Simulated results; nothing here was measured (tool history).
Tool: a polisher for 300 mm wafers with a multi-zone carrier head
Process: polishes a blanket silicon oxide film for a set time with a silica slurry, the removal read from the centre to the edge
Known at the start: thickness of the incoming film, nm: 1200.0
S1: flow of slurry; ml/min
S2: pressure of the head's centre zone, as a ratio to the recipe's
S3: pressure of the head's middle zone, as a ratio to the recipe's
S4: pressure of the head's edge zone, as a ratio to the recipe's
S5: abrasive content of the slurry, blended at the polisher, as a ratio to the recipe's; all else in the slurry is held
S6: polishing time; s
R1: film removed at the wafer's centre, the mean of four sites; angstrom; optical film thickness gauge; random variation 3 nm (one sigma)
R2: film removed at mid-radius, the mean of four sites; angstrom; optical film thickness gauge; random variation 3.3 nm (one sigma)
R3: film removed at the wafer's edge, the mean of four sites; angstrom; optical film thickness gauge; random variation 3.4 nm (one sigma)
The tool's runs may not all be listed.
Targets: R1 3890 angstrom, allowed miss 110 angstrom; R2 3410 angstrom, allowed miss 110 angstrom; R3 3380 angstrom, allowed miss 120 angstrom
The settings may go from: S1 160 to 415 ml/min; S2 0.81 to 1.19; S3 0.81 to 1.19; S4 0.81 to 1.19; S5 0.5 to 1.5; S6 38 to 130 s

run	hour	S1	S2	S3	S4	S5	S6	R1	R2	R3
1	0	265	1	1	1	1	84	2733.3	2745.9	2771.7
2	5	295	1	1	1	1	84	2783.9	2762.8	2863.3
3	8.5	295	1	1.08	1	1	84	2803.6	2922.2	2866.9
4	13.5	305	1.02	1.09	1.01	1	84	2895.3	2972.3	2882.6
5	16.6	305	1.02	1.09	1.01	1	93	3230.9	3313.6	3111.9
6	23.9	305	0.96	1.09	1.01	1	93	3036.1	3320.3	3119.1
7	29	315	0.98	1.09	1.01	1	93	3091.4	3376.7	3177.3
8	32	355	1.08	1.01	0.97	1.05	93	3560.4	3248	3247.5
9	33.9	360	1.09	1.01	0.97	1.05	93	3541.5	3244.8	3256.2

Which of these 4 next moves meets every target?
A	35.8	410	1.15	1.05	1.05	0.9	98	?	?	?
B	35.8	355	1.15	1.15	0.81	0.75	105	?	?	?
C	35.8	360	1.04	0.92	0.99	1.05	105	?	?	?
D	35.8	290	0.97	1.01	0.94	1.05	108	?	?	?

move	R1	R2	R3
A	3888.3	3435.1	3449
B	3888	3719.7	3140.1
C	3848.7	3378.1	3722
D	3553.4	3632.8	3653.6
A: meets every target
B: brings the result that was furthest off to its target, and leaves another outside
C: brings the result that was furthest off to its target, and leaves another outside
D: as far off as the last run
Move A is the one to make.

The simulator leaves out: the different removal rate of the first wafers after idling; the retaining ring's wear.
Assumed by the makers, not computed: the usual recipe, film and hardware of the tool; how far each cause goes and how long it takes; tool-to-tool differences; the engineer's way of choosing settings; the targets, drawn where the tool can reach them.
